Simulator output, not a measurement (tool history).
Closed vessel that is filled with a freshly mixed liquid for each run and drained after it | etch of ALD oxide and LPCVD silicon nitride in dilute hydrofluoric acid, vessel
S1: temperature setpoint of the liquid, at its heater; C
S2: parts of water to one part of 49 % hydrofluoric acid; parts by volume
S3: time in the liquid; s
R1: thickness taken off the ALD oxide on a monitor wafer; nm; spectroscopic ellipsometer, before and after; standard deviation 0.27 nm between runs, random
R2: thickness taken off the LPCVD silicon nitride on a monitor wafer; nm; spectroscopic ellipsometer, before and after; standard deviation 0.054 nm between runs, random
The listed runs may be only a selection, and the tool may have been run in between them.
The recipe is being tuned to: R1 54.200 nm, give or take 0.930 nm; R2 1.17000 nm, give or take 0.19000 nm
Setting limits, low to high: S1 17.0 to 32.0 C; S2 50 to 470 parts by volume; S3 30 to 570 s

run 1 hour=0.0 | S1=24.0 S2=260 S3=290 | R1=30.498 R2=0.58691
run 2 hour=6.3 | S1=26.0 S2=245 S3=290 | R1=35.587 R2=0.71670
run 3 hour=12.6 | S1=26.0 S2=315 S3=290 | R1=25.591 R2=0.55803
run 4 hour=20.0 | S1=24.5 S2=315 S3=290 | R1=24.427 R2=0.48107
run 5 hour=28.9 | S1=24.5 S2=315 S3=410 | R1=34.624 R2=0.73270
run 6 hour=30.1 | S1=26.5 S2=315 S3=410 | R1=36.937 R2=0.81164
run 7 hour=33.5 | S1=27.5 S2=300 S3=410 | R1=40.633 R2=0.89276
run 8 hour=40.9 | S1=31.5 S2=255 S3=410 | R1=57.375 R2=1.38800
run 9 hour=43.4 | S1=31.0 S2=255 S3=410 | R1=56.440 R2=1.42420

Exercise: of the 5 proposed moves below, exactly one satisfies all targets within the stated allowed misses. Which move is it?
run A hour=45.9 | S1=29.0 S2=220 S3=350 | R1=? R2=?
run B hour=45.9 | S1=27.0 S2=225 S3=400 | R1=? R2=?
run C hour=45.9 | S1=20.5 S2=165 S3=325 | R1=? R2=?
run D hour=45.9 | S1=22.0 S2=130 S3=260 | R1=? R2=?
run E hour=45.9 | S1=28.5 S2=230 S3=390 | R1=? R2=?

move=A R1=54.648 R2=1.11120
move=B R1=56.637 R2=1.10020
move=C R1=52.564 R2=0.80382
move=D R1=58.792 R2=0.89679
move=E R1=56.591 R2=1.14860
A: meets every target
B: its largest miss is bigger than the last run's
C: takes the result that was furthest off past its target
D: its largest miss is bigger than the last run's
E: its largest miss is bigger than the last run's
The move that meets every target is A.

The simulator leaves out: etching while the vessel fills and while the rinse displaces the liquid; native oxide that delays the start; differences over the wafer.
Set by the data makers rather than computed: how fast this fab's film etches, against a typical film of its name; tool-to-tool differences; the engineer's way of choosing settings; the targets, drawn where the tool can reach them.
